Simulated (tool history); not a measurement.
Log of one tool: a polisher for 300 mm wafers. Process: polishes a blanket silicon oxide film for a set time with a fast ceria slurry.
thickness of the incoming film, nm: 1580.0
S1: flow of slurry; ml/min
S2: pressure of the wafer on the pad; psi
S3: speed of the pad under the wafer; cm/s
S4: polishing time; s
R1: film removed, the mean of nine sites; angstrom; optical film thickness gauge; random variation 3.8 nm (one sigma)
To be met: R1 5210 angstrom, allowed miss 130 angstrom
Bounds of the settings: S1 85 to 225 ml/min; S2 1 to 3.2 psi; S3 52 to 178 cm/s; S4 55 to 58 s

run	hour	S1	S2	S3	S4	R1
1	0	145	2.1	114	55	7717.9
2	1.4	120	2.1	114	55	7376.8
3	9.8	120	2.1	128	55	8334.4
4	13.9	120	2.1	128	58	8744.3
5	20.8	120	2.5	128	58	10256
6	26	120	2.8	128	58	11541
7	31.6	120	2.6	128	58	10692
8	36.1	120	2.4	128	58	9866.2
9	44.5	100	1.8	126	58	7080.9
10	53.3	90	1.2	124	58	4642.9
11	56.5	130	1.3	124	58	5422.9
# hour 64.6: head pressure recalibrated
12	64.6	120	1.3	124	58	5907

Which of these 5 next moves meets every target?
A	72.7	125	1.3	122	55	?
B	72.7	145	1.9	104	57	?
C	72.7	180	1.3	136	58	?
D	72.7	90	1.1	140	57	?
E	72.7	120	1.6	126	58	?

move	R1
A	5530.2
B	7254.2
C	6876.1
D	5220.1
E	7283.9
A: nearer than the last run, and not there yet
B: further off than the last run
C: further off than the last run
D: meets every target
E: further off than the last run
Answer: D
